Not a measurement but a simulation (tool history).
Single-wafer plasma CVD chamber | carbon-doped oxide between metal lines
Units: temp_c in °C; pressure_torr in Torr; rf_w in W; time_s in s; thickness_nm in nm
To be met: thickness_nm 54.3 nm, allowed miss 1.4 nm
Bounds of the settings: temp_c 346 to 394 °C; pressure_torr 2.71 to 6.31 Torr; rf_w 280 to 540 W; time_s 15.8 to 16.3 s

| run | hour | temp_c | pressure_torr | rf_w | time_s | thickness_nm |
|---|---|---|---|---|---|---|
| 1 | 0 | 370 | 4.51 | 410 | 15.8 | 67.145 |
| 2 | 7.8 | 370 | 4.51 | 450 | 15.8 | 71.986 |
| 3 | 15.8 | 370 | 4.51 | 505 | 15.8 | 79.183 |
| 4 | 24 | 370 | 4.51 | 450 | 15.8 | 72.125 |
| 5 | 29 | 370 | 4.51 | 450 | 16.3 | 73.998 |
| 6 | 33.3 | 378 | 4.51 | 450 | 16.3 | 73.704 |
| 7 | 39.6 | 378 | 4.44 | 410 | 16.2 | 67.168 |
| 8 | 42.9 | 379 | 4.26 | 385 | 16.1 | 62.917 |
| 9 | 48.1 | 380 | 4.04 | 370 | 16.1 | 60.488 |
| 10 | 48.8 | 380 | 3.86 | 360 | 16.1 | 58.575 |
| 11 | 50.8 | 380 | 3.69 | 355 | 16.1 | 57.99 |
| 12 | 54.1 | 381 | 3.57 | 350 | 16.1 | 56.647 |

Which of these 5 next moves meets every target?
| A | 57.4 | 385 | 3.03 | 330 | 15.8 | ? |
| B | 57.4 | 372 | 4.11 | 345 | 16.2 | ? |
| C | 57.4 | 383 | 3.87 | 340 | 15.8 | ? |
| D | 57.4 | 391 | 3.88 | 355 | 16.1 | ? |
| E | 57.4 | 380 | 3.72 | 350 | 16 | ? |

| move | thickness_nm |
|---|---|
| A | 51.614 |
| B | 57.867 |
| C | 54.264 |
| D | 56.694 |
| E | 56.471 |
A: takes the result that was furthest off past its target
B: further off than the last run
C: meets every target
D: as far off as the last run
E: nearer than the last run, and not there yet
Answer: C

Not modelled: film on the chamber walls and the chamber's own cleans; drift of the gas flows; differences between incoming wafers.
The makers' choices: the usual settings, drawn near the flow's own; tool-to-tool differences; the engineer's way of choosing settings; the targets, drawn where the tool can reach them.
